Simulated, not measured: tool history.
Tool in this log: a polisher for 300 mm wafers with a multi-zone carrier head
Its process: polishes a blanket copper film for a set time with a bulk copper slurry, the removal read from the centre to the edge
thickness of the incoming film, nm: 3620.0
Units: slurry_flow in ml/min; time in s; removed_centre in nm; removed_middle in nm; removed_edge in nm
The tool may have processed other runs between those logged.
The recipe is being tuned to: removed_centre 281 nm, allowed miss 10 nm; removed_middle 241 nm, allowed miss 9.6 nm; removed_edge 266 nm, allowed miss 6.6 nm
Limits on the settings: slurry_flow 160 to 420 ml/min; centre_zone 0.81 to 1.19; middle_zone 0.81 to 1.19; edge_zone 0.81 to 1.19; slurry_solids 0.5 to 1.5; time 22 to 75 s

run	hour	slurry_flow	centre_zone	middle_zone	edge_zone	slurry_solids	time	removed_centre	removed_middle	removed_edge
1	0	270	1	1	1	1	48	217.45	219.75	220.46
2	7.6	270	1	1	1	1	42	189.48	194.53	193.74
3	8.6	270	0.94	1	1	1	42	174.87	194.09	194.56
4	12.4	270	0.94	1	1.08	1	42	178.73	189.65	204.02
5	18.4	275	0.97	1.01	1.1	1.1	43	188.19	198.33	210.83
6	25.3	280	1	1.01	1.11	1.15	44	200.73	212.7	217.86
7	31.7	295	1.1	0.91	1.19	1.4	51	264.32	229.96	278.74
8	35.5	295	1.11	0.92	1.18	1.4	51	272.94	235.2	269.05
9	43.3	300	1.12	0.93	1.18	1.4	51	275.43	236.65	275.68
10	49.5	300	1.12	0.93	1.17	1.4	51	269.56	230.31	271.74
11	57.6	300	1.13	0.94	1.17	1.4	51	270.33	231.41	274.64

Which of these 5 next moves meets every target?
A	65.7	310	1.04	0.88	1.05	1.4	57	?	?	?
B	65.7	405	1.05	0.94	1.19	1.3	49	?	?	?
C	65.7	380	1.14	0.84	0.99	1.35	52	?	?	?
D	65.7	270	1.1	0.9	1.09	1.15	51	?	?	?
E	65.7	385	1.07	0.88	0.98	1.45	53	?	?	?

move	removed_centre	removed_middle	removed_edge
A	289.1	250.75	290.9
B	253.72	229.57	267.2
C	292.87	222.46	259.76
D	259.39	216.83	252.46
E	284.4	239.26	267.26
A: further off than the last run
B: brings the result that was furthest off to its target, and leaves another outside
C: brings the result that was furthest off to its target, and leaves another outside
D: pushes the last run's worst result past its target
E: all results in spec
Answer: E
